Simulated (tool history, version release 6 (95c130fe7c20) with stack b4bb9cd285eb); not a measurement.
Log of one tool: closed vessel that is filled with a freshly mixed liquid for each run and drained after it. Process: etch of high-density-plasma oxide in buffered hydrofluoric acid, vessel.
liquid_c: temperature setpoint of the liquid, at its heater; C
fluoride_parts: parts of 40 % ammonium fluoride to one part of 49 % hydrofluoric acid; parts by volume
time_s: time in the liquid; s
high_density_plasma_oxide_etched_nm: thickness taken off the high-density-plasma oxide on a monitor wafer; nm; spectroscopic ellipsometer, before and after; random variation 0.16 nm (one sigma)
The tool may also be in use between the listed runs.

| run | day | liquid_c | fluoride_parts | time_s | high_density_plasma_oxide_etched_nm |
|---|---|---|---|---|---|
| 1 | 0 | 24 | 16 | 90 | 69.595 |
| 2 | 0.062 | 25.5 | 16 | 90 | 75.424 |
| 3 | 0.417 | 25.5 | 16 | 95 | 79.798 |
| 4 | 0.521 | 24 | 16 | 95 | 73.107 |
| 5 | 0.892 | 22.5 | 16 | 95 | 67.413 |
| 6 | 1.138 | 22 | 16.5 | 95 | 63.723 |

Run 7 comes next. What will it give?
| 7 | 1.321 | 21.5 | 17 | 95 | ? |

{"run 7": {"high_density_plasma_oxide_etched_nm": 60.047}}
